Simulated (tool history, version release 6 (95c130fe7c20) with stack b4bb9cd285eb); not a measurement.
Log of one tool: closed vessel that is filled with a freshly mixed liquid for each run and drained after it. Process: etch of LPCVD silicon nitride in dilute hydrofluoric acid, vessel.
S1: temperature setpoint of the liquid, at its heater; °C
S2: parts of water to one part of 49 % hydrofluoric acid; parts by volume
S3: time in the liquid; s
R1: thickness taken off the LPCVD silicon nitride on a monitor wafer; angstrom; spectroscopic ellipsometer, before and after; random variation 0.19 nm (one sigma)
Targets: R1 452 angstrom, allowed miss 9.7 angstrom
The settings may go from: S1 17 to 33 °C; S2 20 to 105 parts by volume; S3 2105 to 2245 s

run 1 day=0 | S1=25 S2=55 S3=2105 | R1=250.65
run 2 day=0.317 | S1=21.5 S2=55 S3=2105 | R1=197.52
run 3 day=0.508 | S1=23.5 S2=55 S3=2105 | R1=225.7
run 4 day=0.85 | S1=25 S2=55 S3=2105 | R1=249.08
run 5 day=1.017 | S1=25 S2=55 S3=2105 | R1=249.18
run 6 day=1.329 | S1=26.5 S2=55 S3=2105 | R1=277.04
run 7 day=1.562 | S1=27.5 S2=55 S3=2105 | R1=295.1
run 8 day=1.875 | S1=28.5 S2=55 S3=2105 | R1=314.55
run 9 day=2.208 | S1=29 S2=55 S3=2105 | R1=325.23
run 10 day=2.388 | S1=29.5 S2=55 S3=2105 | R1=336.02
run 11 day=2.708 | S1=30 S2=55 S3=2105 | R1=347.13
run 12 day=3.004 | S1=30 S2=55 S3=2105 | R1=347.45
run 13 day=3.1 | S1=30.5 S2=55 S3=2105 | R1=359.92
run 14 day=3.404 | S1=31 S2=55 S3=2105 | R1=371.43
run 15 day=3.504 | S1=31.5 S2=55 S3=2105 | R1=383.53
run 16 day=3.862 | S1=32.5 S2=55 S3=2105 | R1=407.51
-- day=4.233 hydrofluoric acid flow meter replaced
run 17 day=4.233 | S1=33 S2=55 S3=2105 | R1=385.69
run 18 day=4.6 | S1=33 S2=45 S3=2105 | R1=469.83

Which of these 5 next moves meets every target?
run A day=4.967 | S1=31.5 S2=45 S3=2115 | R1=?
run B day=4.967 | S1=30.5 S2=40 S3=2105 | R1=?
run C day=4.967 | S1=32.5 S2=45 S3=2185 | R1=?
run D day=4.967 | S1=33 S2=45 S3=2125 | R1=?
run E day=4.967 | S1=31 S2=45 S3=2155 | R1=?

move=A R1=429.74
move=B R1=450.48
move=C R1=473.18
move=D R1=475.01
move=E R1=424.06
A: takes the result that was furthest off past its target
B: meets every target
C: further off than the last run
D: further off than the last run
E: takes the result that was furthest off past its target
Answer: B

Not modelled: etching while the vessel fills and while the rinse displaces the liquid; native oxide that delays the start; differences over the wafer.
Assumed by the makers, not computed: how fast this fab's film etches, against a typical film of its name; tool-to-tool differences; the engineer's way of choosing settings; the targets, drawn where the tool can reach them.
